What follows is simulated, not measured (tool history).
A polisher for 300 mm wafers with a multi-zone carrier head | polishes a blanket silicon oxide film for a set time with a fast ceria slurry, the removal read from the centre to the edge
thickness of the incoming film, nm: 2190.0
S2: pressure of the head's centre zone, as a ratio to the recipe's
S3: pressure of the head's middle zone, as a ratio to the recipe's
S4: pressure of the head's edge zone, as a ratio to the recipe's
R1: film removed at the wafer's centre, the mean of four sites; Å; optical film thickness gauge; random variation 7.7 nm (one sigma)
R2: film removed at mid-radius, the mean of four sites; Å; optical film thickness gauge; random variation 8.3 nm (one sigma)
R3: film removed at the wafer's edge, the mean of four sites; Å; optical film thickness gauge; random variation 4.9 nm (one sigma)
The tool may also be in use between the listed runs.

{"run": 1, "hour": 0.0, "flow of slurry (ml/min)": 120, "S2": 1, "S3": 1, "S4": 1, "polishing time (s)": 60, "R1": 7344.7, "R2": 7275.8, "R3": 7111.2}
{"run": 2, "hour": 6.1, "flow of slurry (ml/min)": 105, "S2": 1, "S3": 1, "S4": 1, "polishing time (s)": 60, "R1": 6978.2, "R2": 7072.2, "R3": 6806}
{"run": 3, "hour": 7.8, "flow of slurry (ml/min)": 105, "S2": 0.95, "S3": 1, "S4": 1, "polishing time (s)": 60, "R1": 6627, "R2": 7081.9, "R3": 6891.9}
{"run": 4, "hour": 11.7, "flow of slurry (ml/min)": 100, "S2": 0.94, "S3": 0.99, "S4": 0.98, "polishing time (s)": 59, "R1": 6285.1, "R2": 6742.4, "R3": 6675.7}
{"run": 5, "hour": 15.2, "flow of slurry (ml/min)": 95, "S2": 0.94, "S3": 0.99, "S4": 0.96, "polishing time (s)": 58, "R1": 6237.7, "R2": 6626.2, "R3": 6523.2}
{"run": 6, "hour": 19.2, "flow of slurry (ml/min)": 95, "S2": 0.94, "S3": 0.99, "S4": 0.96, "polishing time (s)": 47, "R1": 5009.7, "R2": 5226.8, "R3": 5218.7}
{"run": 7, "hour": 22.0, "flow of slurry (ml/min)": 105, "S2": 0.93, "S3": 1, "S4": 0.97, "polishing time (s)": 47, "R1": 5098, "R2": 5587.4, "R3": 5389.2}

Forecast run 8:
{"run": 8, "hour": 22.5, "flow of slurry (ml/min)": 110, "S2": 0.93, "S3": 1, "S4": 0.98, "polishing time (s)": 47, "R1": "?", "R2": "?", "R3": "?"}

R1: 5149.7 Å
R2: 5626.7 Å
R3: 5417.8 Å

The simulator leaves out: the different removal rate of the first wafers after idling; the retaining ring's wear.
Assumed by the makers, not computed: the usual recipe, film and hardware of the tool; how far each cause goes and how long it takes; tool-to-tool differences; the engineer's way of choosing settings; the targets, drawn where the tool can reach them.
